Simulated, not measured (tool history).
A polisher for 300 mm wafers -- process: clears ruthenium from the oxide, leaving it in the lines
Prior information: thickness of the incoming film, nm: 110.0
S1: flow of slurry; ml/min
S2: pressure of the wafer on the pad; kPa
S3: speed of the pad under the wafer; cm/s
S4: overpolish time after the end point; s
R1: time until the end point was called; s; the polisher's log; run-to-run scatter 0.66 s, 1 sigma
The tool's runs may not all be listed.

Run 1, hour 0: S1 210 ml/min, S2 17.2 kPa, S3 108 cm/s, S4 24 s. Result: R1 72.069 s.
Run 2, hour 6.1: S1 210 ml/min, S2 18.6 kPa, S3 112 cm/s, S4 24 s. Result: R1 61.808 s.
Run 3, hour 14.7: S1 210 ml/min, S2 20 kPa, S3 112 cm/s, S4 24 s. Result: R1 60.418 s.
Run 4, hour 22.2: S1 210 ml/min, S2 20.7 kPa, S3 116 cm/s, S4 24 s. Result: R1 57.146 s.
Run 5, hour 24: S1 210 ml/min, S2 20.7 kPa, S3 98 cm/s, S4 24 s. Result: R1 63.848 s.
Run 6, hour 25.5: S1 210 ml/min, S2 21.4 kPa, S3 104 cm/s, S4 24 s. Result: R1 58.523 s.
Run 7, hour 29.9: S1 210 ml/min, S2 22.1 kPa, S3 108 cm/s, S4 24 s. Result: R1 55.681 s.

Run 8 comes next. What will it give?
Run 8, hour 38: S1 210 ml/min, S2 22.8 kPa, S3 112 cm/s, S4 24 s. Result: R1 ?.

Logged for run 8: R1 51.862 s.

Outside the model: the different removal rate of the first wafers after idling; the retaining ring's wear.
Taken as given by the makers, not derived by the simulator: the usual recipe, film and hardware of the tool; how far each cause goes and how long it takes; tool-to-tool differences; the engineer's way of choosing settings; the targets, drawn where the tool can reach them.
